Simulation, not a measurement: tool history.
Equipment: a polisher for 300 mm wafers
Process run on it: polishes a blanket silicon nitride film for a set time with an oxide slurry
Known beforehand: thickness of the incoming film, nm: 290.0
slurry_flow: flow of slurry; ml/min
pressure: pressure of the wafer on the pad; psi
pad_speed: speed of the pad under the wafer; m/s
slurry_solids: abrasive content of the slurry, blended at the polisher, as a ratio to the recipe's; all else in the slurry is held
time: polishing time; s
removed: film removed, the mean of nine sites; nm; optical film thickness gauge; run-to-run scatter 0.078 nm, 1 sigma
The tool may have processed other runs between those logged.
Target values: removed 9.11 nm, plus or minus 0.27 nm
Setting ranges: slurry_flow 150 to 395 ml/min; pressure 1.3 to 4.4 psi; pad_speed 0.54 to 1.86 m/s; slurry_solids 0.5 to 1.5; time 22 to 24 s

run,hour,slurry_flow,pressure,pad_speed,slurry_solids,time,removed
1,0,250,2.8,1.18,1,24,13.185
2,6.3,220,2.8,1.18,1,24,13
3,11.4,280,2.8,1.18,1,24,13.332
4,13.8,280,2.6,1.18,1,24,12.383
5,16.8,280,2.6,1.18,1,22,11.16
6,24.5,280,3,1.18,1,22,12.999
7,30.9,280,2.8,1.18,1,22,12.269
8,39,280,2.6,1.18,1,22,11.437
9,42.3,280,2.5,1.18,1,22,10.958
10,50.1,280,2.4,1.18,1,22,10.539
11,52,280,2.3,1.18,1,22,10.106

Which one of the following 5 next-run settings gets every result inside its allowed miss? There is exactly one.
A,53.9,375,2,1.42,0.85,22,?
B,53.9,315,2.2,1.04,1.05,23,?
C,53.9,220,1.8,1.16,1,24,?
D,53.9,250,2.4,0.94,1.1,22,?
E,53.9,285,1.7,1.54,0.85,24,?

move,removed
A,9.765
B,9.5526
C,8.6686
D,9.1887
E,9.6683
A: nearer the targets than the last run, but a result is still out of spec
B: nearer the targets than the last run, but a result is still out of spec
C: takes the result that was furthest off past its target
D: all results land within tolerance of their targets
E: nearer the targets than the last run, but a result is still out of spec
Correct choice: D, which meets every target
